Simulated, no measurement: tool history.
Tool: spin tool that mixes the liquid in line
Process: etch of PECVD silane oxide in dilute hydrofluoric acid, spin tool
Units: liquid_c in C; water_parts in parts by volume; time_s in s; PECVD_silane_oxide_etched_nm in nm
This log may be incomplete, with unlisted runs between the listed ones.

run,day,liquid_c,water_parts,time_s,PECVD_silane_oxide_etched_nm
1,0.000,23.0,195,215,30.617
2,0.050,23.0,225,215,26.133
3,0.262,25.5,220,215,29.067
4,0.575,27.0,215,215,31.565
5,0.892,27.0,280,215,22.767
6,0.992,27.0,325,215,18.593

Expected results for the next run?
7,1.262,28.0,285,215,?

PECVD_silane_oxide_etched_nm: 22.848 nm
